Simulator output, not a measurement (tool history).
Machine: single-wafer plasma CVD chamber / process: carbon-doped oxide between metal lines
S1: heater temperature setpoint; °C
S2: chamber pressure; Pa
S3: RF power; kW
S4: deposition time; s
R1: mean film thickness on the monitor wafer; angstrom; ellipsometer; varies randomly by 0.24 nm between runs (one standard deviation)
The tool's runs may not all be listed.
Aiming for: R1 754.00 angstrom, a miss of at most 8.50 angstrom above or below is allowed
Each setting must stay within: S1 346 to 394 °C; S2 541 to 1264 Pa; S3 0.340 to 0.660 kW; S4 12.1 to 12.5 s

| run | hour | S1 | S2 | S3 | S4 | R1 |
|---|---|---|---|---|---|---|
| 1 | 0.0 | 370 | 903 | 0.500 | 12.1 | 655.36 |
| 2 | 3.2 | 368 | 929 | 0.510 | 12.1 | 666.35 |
| 3 | 3.9 | 379 | 929 | 0.510 | 12.1 | 657.83 |
| 4 | 12.1 | 379 | 929 | 0.485 | 12.1 | 632.11 |
| 5 | 17.7 | 377 | 959 | 0.495 | 12.1 | 643.51 |
| 6 | 18.9 | 375 | 964 | 0.510 | 12.1 | 659.74 |
| 7 | 22.0 | 374 | 971 | 0.520 | 12.1 | 670.10 |
| 8 | 30.5 | 373 | 979 | 0.530 | 12.1 | 684.78 |
| 9 | 37.4 | 372 | 1003 | 0.535 | 12.1 | 690.84 |
| 10 | 43.1 | 371 | 1025 | 0.540 | 12.1 | 691.69 |
| 11 | 49.0 | 370 | 1025 | 0.545 | 12.1 | 698.18 |
| 12 | 56.6 | 369 | 1028 | 0.550 | 12.1 | 705.66 |
| 13 | 61.8 | 368 | 1035 | 0.555 | 12.1 | 713.28 |
| 14 | 69.3 | 367 | 1043 | 0.560 | 12.1 | 719.43 |
| 15 | 73.2 | 366 | 1051 | 0.565 | 12.1 | 724.97 |
| 16 | 76.0 | 365 | 1059 | 0.565 | 12.1 | 728.34 |
| 17 | 84.5 | 364 | 1068 | 0.565 | 12.1 | 732.87 |

Which of these 5 next moves meets every target?
| A | 93.0 | 364 | 1133 | 0.590 | 12.4 | ? |
| B | 93.0 | 346 | 1240 | 0.565 | 12.2 | ? |
| C | 93.0 | 360 | 728 | 0.590 | 12.4 | ? |
| D | 93.0 | 363 | 883 | 0.600 | 12.4 | ? |
| E | 93.0 | 368 | 1113 | 0.545 | 12.2 | ? |

| move | R1 |
|---|---|
| A | 769.21 |
| B | 769.90 |
| C | 756.49 |
| D | 770.30 |
| E | 711.21 |
A: takes the biggest miss from the last run beyond its target
B: takes the biggest miss from the last run beyond its target
C: meets every target
D: takes the biggest miss from the last run beyond its target
E: its largest miss is bigger than the last run's
C is the move that brings every result within its allowed miss.
